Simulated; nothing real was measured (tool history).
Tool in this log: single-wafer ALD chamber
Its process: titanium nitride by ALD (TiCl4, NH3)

run	day	heater temperature setpoint (°C)	number of ALD cycles (cycles)	NH3 pulse time (s)	mean film thickness on the monitor wafer (Å)
1	0	415	88	2.12	19.652
2	0.088	415	88	2.12	19.639
3	0.233	410	88	1.83	19.428
4	0.325	410	88	2.28	19.644
5	0.417	406	88	1.95	19.415
6	0.562	399	88	1.95	19.371
7	0.583	397	88	1.69	19.131
8	0.917	391	88	1.01	17.53

The next listed run, before its measurement:
9	1.262	391	89	1.04	?

{"run 9": {"mean film thickness on the monitor wafer (Å)": 17.823}}

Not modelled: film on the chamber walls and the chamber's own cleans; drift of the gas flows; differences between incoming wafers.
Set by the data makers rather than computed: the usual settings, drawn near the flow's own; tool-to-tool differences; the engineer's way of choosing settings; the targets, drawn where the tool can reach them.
